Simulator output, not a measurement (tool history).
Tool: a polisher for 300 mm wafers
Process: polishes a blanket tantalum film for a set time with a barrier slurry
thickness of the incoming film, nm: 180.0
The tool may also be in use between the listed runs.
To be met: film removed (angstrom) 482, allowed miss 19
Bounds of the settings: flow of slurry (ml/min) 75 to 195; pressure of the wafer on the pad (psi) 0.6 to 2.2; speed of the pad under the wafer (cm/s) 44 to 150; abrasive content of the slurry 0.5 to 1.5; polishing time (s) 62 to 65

run	hour	flow of slurry (ml/min)	pressure of the wafer on the pad (psi)	speed of the pad under the wafer (cm/s)	abrasive content of the slurry	polishing time (s)	film removed (angstrom)
1	0	125	1.4	96	1	62	641.19
2	9	120	1.3	96	1	62	598.38
3	18	120	1.3	96	1	65	633.09
4	19	120	1.3	96	0.85	65	583.3
5	26.9	120	1.3	96	0.75	65	552.16
# hour 31.5: slurry blender recalibrated
6	31.5	145	1.3	96	0.75	65	663.14
7	36.6	135	1.3	96	0.75	65	657.39
8	37.7	125	1.3	96	0.75	65	656.53
9	39.6	115	1.2	96	0.75	65	590.6
10	41.8	110	1.1	96	0.75	65	540.14
11	49.4	105	1.1	96	0.75	65	544.5
12	51	100	1.1	96	0.75	65	532.17
13	53.8	95	1.1	96	0.75	65	522.67
14	58.7	90	1.1	96	0.75	65	520.41

Which of these 4 next moves meets every target?
A	63.6	80	1.3	86	0.8	65	?
B	63.6	100	1.1	90	0.95	63	?
C	63.6	125	1.4	70	0.8	64	?
D	63.6	90	1	92	0.85	65	?

move	film removed (angstrom)
A	526.28
B	526.45
C	516.68
D	478.27
A: further off than the last run
B: further off than the last run
C: nearer than the last run, and not there yet
D: meets every target
Answer: D
